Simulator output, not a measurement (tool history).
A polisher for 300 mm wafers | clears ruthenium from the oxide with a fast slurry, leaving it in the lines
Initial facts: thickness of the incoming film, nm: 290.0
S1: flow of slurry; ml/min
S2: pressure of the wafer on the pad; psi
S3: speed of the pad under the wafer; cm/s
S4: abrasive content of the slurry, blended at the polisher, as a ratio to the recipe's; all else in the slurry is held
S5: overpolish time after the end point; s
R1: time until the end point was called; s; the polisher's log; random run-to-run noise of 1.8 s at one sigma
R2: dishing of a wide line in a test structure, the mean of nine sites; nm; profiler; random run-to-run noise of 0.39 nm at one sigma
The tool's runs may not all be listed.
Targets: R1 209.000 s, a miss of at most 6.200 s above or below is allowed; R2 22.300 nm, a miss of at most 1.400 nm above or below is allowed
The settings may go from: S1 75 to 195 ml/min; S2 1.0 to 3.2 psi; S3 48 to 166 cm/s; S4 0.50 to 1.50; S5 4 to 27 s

run,hour,S1,S2,S3,S4,S5,R1,R2
1,0.0,125,2.1,106,1.00,14,97.577,31.789
2,8.0,115,1.8,100,1.00,15,119.230,28.235
3,11.8,115,1.8,100,1.00,11,118.210,21.388
4,17.3,115,1.8,100,1.00,7,117.350,13.016
5,20.3,115,1.8,100,1.15,7,112.860,14.145
6,22.2,115,2.2,100,1.15,7,93.614,17.076
7,28.9,110,1.9,94,1.15,10,115.050,19.550
8,32.7,105,1.7,88,1.20,12,129.670,21.523
9,37.3,85,1.1,66,1.25,18,232.310,17.474

Exactly one of the 5 candidate moves below puts every result within its allowed miss. Which one?
A,41.9,80,1.2,54,1.25,14,?,?
B,41.9,75,1.1,72,1.45,12,?,?
C,41.9,100,1.3,60,1.25,13,?,?
D,41.9,90,1.3,62,1.50,11,?,?
E,41.9,80,1.2,64,1.50,21,?,?

move,R1,R2
A,258.020,12.383
B,210.730,12.974
C,216.560,13.650
D,200.520,12.515
E,211.840,21.993
A: lands further from the targets than the last run did
B: the furthest-off result lands on target, but another misses its tolerance
C: lands further from the targets than the last run did
D: pushes the last run's worst result past its target
E: every result lands within tolerance
Answer: E

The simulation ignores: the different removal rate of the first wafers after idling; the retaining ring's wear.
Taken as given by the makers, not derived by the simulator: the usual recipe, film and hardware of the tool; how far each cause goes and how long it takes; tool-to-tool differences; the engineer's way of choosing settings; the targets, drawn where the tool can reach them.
